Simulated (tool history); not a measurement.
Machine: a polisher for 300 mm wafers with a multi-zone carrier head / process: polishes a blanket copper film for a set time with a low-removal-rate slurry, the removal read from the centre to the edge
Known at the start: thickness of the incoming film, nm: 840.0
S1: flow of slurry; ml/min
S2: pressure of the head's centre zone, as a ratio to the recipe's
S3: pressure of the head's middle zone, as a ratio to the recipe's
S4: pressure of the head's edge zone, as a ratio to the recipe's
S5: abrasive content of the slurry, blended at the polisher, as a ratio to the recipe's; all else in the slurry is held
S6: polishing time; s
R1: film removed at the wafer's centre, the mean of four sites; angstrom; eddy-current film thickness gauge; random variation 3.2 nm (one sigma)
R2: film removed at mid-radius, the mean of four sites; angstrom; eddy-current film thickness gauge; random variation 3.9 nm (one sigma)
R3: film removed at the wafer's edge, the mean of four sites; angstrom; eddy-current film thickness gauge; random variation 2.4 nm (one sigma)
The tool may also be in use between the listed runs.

run 1 hour=0.0 | S1=165 S2=1.00 S3=1.00 S4=1.00 S5=1.00 S6=80 | R1=3113.1 R2=3283.9 R3=3165.5
run 2 hour=1.3 | S1=160 S2=1.00 S3=1.01 S4=0.96 S5=0.90 S6=78 | R1=3091.4 R2=3118.1 R3=3001.1
run 3 hour=4.4 | S1=160 S2=1.00 S3=1.01 S4=0.91 S5=0.90 S6=78 | R1=3065.5 R2=3157.4 R3=2888.9
run 4 hour=8.3 | S1=155 S2=0.98 S3=1.02 S4=0.89 S5=0.85 S6=76 | R1=2887.7 R2=3069.0 R3=2807.4
run 5 hour=15.9 | S1=155 S2=0.98 S3=0.95 S4=0.89 S5=0.85 S6=76 | R1=2966.3 R2=2830.6 R3=2784.9
run 6 hour=22.2 | S1=155 S2=0.98 S3=0.88 S4=0.89 S5=0.85 S6=76 | R1=2879.9 R2=2672.2 R3=2824.6

Run 7 comes next. What will it give?
run 7 hour=27.7 | S1=150 S2=0.96 S3=0.93 S4=0.87 S5=0.80 S6=75 | R1=? R2=? R3=?

Run 7 gave R1 2757.0 angstrom, R2 2671.3 angstrom, R3 2695.3 angstrom.
